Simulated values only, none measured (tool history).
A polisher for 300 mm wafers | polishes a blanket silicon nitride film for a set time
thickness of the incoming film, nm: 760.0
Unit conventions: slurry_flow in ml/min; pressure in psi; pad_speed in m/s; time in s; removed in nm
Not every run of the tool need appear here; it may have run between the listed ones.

run,day,slurry_flow,pressure,pad_speed,time,removed
1,0.000,200,3.7,1.08,94,198.730
2,0.375,195,3.0,0.94,94,147.830
3,0.454,195,3.0,0.94,94,145.740
4,0.621,190,2.6,0.88,94,121.340
5,0.933,185,2.3,0.86,94,109.710
6,1.217,180,2.1,0.84,94,96.830

Run 7 comes next. What will it give?
7,1.450,170,2.0,0.84,94,?

{"run 7": {"removed": 91.374}}
